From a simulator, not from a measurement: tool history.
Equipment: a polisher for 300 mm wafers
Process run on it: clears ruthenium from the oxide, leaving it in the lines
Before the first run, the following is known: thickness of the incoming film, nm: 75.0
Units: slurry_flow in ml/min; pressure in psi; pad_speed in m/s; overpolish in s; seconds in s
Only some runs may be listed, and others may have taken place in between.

{"run": 1, "day": 0.0, "slurry_flow": 310, "pressure": 1.4, "pad_speed": 1.2, "overpolish": 15, "seconds": 81.09}
{"run": 2, "day": 0.062, "slurry_flow": 310, "pressure": 1.6, "pad_speed": 1.24, "overpolish": 15, "seconds": 68.449}
{"run": 3, "day": 0.188, "slurry_flow": 365, "pressure": 1.6, "pad_speed": 1.24, "overpolish": 15, "seconds": 66.815}
{"run": 4, "day": 0.396, "slurry_flow": 430, "pressure": 1.6, "pad_speed": 1.24, "overpolish": 15, "seconds": 64.831}
{"run": 5, "day": 0.683, "slurry_flow": 430, "pressure": 1.6, "pad_speed": 1.24, "overpolish": 12, "seconds": 65.366}
{"run": 6, "day": 0.708, "slurry_flow": 430, "pressure": 1.6, "pad_speed": 1.24, "overpolish": 12, "seconds": 65.669}

Run 7, settings as shown, results not yet in. Your forecast:
{"run": 7, "day": 0.842, "slurry_flow": 430, "pressure": 1.8, "pad_speed": 1.26, "overpolish": 12, "seconds": "?"}

{"run 7": {"seconds": 58.196}}
